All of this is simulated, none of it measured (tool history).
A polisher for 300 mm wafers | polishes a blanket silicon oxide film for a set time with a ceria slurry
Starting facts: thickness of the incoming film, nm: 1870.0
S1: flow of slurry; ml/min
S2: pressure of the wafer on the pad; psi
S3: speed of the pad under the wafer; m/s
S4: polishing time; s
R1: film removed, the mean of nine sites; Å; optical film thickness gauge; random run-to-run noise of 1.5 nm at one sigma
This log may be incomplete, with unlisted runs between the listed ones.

run 1 day=0.000 | S1=275 S2=2.8 S3=1.24 S4=78 | R1=3653.5
run 2 day=0.167 | S1=275 S2=2.8 S3=1.24 S4=78 | R1=3649.2
run 3 day=0.300 | S1=275 S2=3.4 S3=1.24 S4=78 | R1=4352.8
run 4 day=0.429 | S1=335 S2=3.4 S3=1.24 S4=78 | R1=4388.5
run 5 day=0.729 | S1=335 S2=3.0 S3=1.22 S4=78 | R1=3907.7
run 6 day=1.046 | S1=335 S2=3.5 S3=1.22 S4=78 | R1=4448.9

For run 7, what comes out?
run 7 day=1.150 | S1=335 S2=3.5 S3=1.22 S4=78 | R1=?

Run 7 gave R1 4464.8 Å.
